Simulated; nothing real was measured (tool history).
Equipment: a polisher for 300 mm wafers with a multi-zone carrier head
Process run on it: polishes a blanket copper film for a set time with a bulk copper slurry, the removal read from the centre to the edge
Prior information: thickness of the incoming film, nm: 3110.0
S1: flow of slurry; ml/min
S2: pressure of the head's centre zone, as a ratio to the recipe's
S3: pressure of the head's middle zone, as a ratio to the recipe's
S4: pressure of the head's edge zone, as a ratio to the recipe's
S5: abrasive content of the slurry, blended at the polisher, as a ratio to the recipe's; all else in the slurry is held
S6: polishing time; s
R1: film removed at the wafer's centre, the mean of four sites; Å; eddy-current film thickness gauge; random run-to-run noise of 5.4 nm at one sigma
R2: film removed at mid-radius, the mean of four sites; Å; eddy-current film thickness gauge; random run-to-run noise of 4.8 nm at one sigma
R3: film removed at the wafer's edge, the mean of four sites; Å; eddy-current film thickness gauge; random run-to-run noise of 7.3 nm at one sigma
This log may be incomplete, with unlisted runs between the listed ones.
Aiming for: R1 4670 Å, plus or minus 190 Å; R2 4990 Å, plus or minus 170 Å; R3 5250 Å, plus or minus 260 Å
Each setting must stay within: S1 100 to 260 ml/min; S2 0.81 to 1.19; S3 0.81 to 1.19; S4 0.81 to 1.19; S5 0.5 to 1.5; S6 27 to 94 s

| run | hour | S1 | S2 | S3 | S4 | S5 | S6 | R1 | R2 | R3 |
|---|---|---|---|---|---|---|---|---|---|---|
| 1 | 0 | 165 | 1 | 1 | 1 | 1 | 60 | 5794.1 | 5910.4 | 5982.2 |
| 2 | 5.5 | 165 | 1 | 0.94 | 1 | 1 | 60 | 5738.9 | 5770.7 | 5821.4 |
| 3 | 12.5 | 165 | 1 | 0.94 | 1 | 0.8 | 60 | 5399.9 | 5333 | 5607.7 |
| 4 | 15 | 160 | 0.99 | 0.94 | 1 | 0.8 | 60 | 5264.1 | 5389.6 | 5681.7 |
| 5 | 21.7 | 160 | 0.99 | 0.94 | 1 | 0.95 | 60 | 5532.2 | 5598 | 5844.7 |
| 6 | 27.4 | 160 | 0.98 | 0.93 | 0.99 | 0.95 | 60 | 5504.5 | 5569.6 | 5758.8 |
| 7 | 31.6 | 155 | 0.97 | 0.92 | 0.98 | 0.95 | 60 | 5455.2 | 5401 | 5756 |
| 8 | 37.7 | 160 | 0.96 | 0.93 | 0.97 | 0.9 | 60 | 5327.3 | 5437.2 | 5697.7 |
| 9 | 44.5 | 160 | 0.95 | 0.93 | 0.96 | 0.9 | 60 | 5256.4 | 5399.7 | 5578.5 |
| 10 | 49.7 | 155 | 0.94 | 0.93 | 0.95 | 0.9 | 60 | 5130.8 | 5371.9 | 5576.4 |
| 11 | 50.4 | 150 | 0.94 | 0.93 | 0.94 | 0.9 | 60 | 5061 | 5361.7 | 5579.3 |
|  | 55.1 | slurry nozzle cleaned |
| 12 | 55.1 | 125 | 0.92 | 0.9 | 0.89 | 0.8 | 59 | 5072.3 | 5273.4 | 5169.2 |
| 13 | 57.1 | 125 | 0.91 | 0.9 | 0.89 | 0.8 | 59 | 4918.5 | 5159.5 | 5338.3 |

Below are 5 possible settings for the next run. Only one of them brings all results inside the allowed miss of their targets. Which is it?
| A | 59.1 | 110 | 0.94 | 1.06 | 0.94 | 0.95 | 54 | ? | ? | ? |
| B | 59.1 | 105 | 1.07 | 1.06 | 0.81 | 0.85 | 54 | ? | ? | ? |
| C | 59.1 | 135 | 0.88 | 0.91 | 0.9 | 0.8 | 59 | ? | ? | ? |
| D | 59.1 | 135 | 0.9 | 0.9 | 0.98 | 0.65 | 59 | ? | ? | ? |
| E | 59.1 | 140 | 0.87 | 0.94 | 0.98 | 0.9 | 57 | ? | ? | ? |

| move | R1 | R2 | R3 |
|---|---|---|---|
| A | 4815.6 | 5444.1 | 5221.4 |
| B | 5248.9 | 5212.5 | 4702.2 |
| C | 4881.5 | 5297.7 | 5468.4 |
| D | 4670.2 | 4918.1 | 5315.5 |
| E | 4868.3 | 5454.7 | 5714.6 |
A: puts the biggest miss on target and leaves a different result outside tolerance
B: misses by more than the last run did
C: misses by more than the last run did
D: meets every target
E: misses by more than the last run did
Move D is the one to make.
